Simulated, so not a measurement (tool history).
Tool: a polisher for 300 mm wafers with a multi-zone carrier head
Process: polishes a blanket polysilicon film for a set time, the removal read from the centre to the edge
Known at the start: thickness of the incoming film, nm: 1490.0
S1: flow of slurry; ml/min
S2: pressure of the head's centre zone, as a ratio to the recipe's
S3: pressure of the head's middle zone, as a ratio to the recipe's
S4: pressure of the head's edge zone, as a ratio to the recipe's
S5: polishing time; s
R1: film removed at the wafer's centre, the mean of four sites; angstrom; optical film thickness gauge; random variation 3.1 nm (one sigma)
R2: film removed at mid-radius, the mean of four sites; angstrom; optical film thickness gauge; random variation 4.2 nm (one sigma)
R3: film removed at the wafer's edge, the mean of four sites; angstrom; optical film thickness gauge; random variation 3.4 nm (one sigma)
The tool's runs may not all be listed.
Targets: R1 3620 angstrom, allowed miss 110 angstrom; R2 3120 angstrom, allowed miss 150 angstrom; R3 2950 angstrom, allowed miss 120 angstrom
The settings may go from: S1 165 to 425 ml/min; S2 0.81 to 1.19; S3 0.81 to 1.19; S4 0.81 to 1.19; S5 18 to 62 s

{"run": 1, "hour": 0.0, "S1": 275, "S2": 1, "S3": 1, "S4": 1, "S5": 40, "R1": 3855.3, "R2": 3767.2, "R3": 3810.1}
{"run": 2, "hour": 3.1, "S1": 275, "S2": 0.97, "S3": 1, "S4": 1, "S5": 40, "R1": 3742.5, "R2": 3749.6, "R3": 3788.1}
{"run": 3, "hour": 8.0, "S1": 275, "S2": 0.99, "S3": 1, "S4": 0.98, "S5": 39, "R1": 3749.2, "R2": 3569.4, "R3": 3683.8}
{"run": 4, "hour": 10.9, "S1": 275, "S2": 0.99, "S3": 1.07, "S4": 0.98, "S5": 39, "R1": 3728.4, "R2": 3817.7, "R3": 3669.9}
{"run": 5, "hour": 14.0, "S1": 275, "S2": 0.99, "S3": 1.13, "S4": 0.98, "S5": 39, "R1": 3696.7, "R2": 4083.4, "R3": 3624.3}
{"run": 6, "hour": 21.3, "S1": 275, "S2": 0.99, "S3": 1.13, "S4": 0.98, "S5": 45, "R1": 4310.3, "R2": 4583.7, "R3": 4244.1}
{"run": 7, "hour": 26.8, "S1": 275, "S2": 1.01, "S3": 1.12, "S4": 0.97, "S5": 43, "R1": 4160.9, "R2": 4477.7, "R3": 4132.1}
{"run": 8, "hour": 29.9, "S1": 295, "S2": 1.03, "S3": 1.1, "S4": 0.95, "S5": 41, "R1": 4116.8, "R2": 4173.9, "R3": 3820.9}
{"run": 9, "hour": 33.0, "S1": 305, "S2": 1.03, "S3": 1.08, "S4": 0.94, "S5": 40, "R1": 3980.7, "R2": 4081.7, "R3": 3709.8}
{"run": 10, "hour": 40.0, "S1": 265, "S2": 1.13, "S3": 0.98, "S4": 0.86, "S5": 32, "R1": 3430.3, "R2": 3019.4, "R3": 2885.7}
{"run": 11, "hour": 41.9, "S1": 270, "S2": 1.13, "S3": 0.98, "S4": 0.86, "S5": 32, "R1": 3472.7, "R2": 2991.2, "R3": 2852}
{"run": 12, "hour": 45.4, "S1": 270, "S2": 1.13, "S3": 0.98, "S4": 0.86, "S5": 32, "R1": 3465.9, "R2": 2965.3, "R3": 2884.4}
{"run": 13, "hour": 51.7, "S1": 275, "S2": 1.13, "S3": 0.98, "S4": 0.86, "S5": 32, "R1": 3472.5, "R2": 2950.5, "R3": 2821}

5 next moves are on the table. One of them brings every result within its allowed miss. Which?
{"run": "A", "hour": 58.0, "S1": 350, "S2": 1.12, "S3": 0.98, "S4": 0.84, "S5": 33, "R1": "?", "R2": "?", "R3": "?"}
{"run": "B", "hour": 58.0, "S1": 245, "S2": 1.16, "S3": 0.89, "S4": 0.89, "S5": 32, "R1": "?", "R2": "?", "R3": "?"}
{"run": "C", "hour": 58.0, "S1": 270, "S2": 1.18, "S3": 0.85, "S4": 0.96, "S5": 34, "R1": "?", "R2": "?", "R3": "?"}
{"run": "D", "hour": 58.0, "S1": 290, "S2": 1.16, "S3": 0.9, "S4": 0.91, "S5": 32, "R1": "?", "R2": "?", "R3": "?"}
{"run": "E", "hour": 58.0, "S1": 240, "S2": 1.19, "S3": 0.81, "S4": 0.93, "S5": 35, "R1": "?", "R2": "?", "R3": "?"}

move=A R1=3596 R2=3056.9 R3=2979.9
move=B R1=3490.4 R2=2657.1 R3=2905.4
move=C R1=3803.9 R2=2740.5 R3=3219.5
move=D R1=3546.6 R2=2720.4 R3=2966.7
move=E R1=3901.6 R2=2684.4 R3=3241.7
A: meets every target
B: further off than the last run
C: takes the result that was furthest off past its target
D: brings the result that was furthest off to its target, and leaves another outside
E: takes the result that was furthest off past its target
Move A is the one to make.
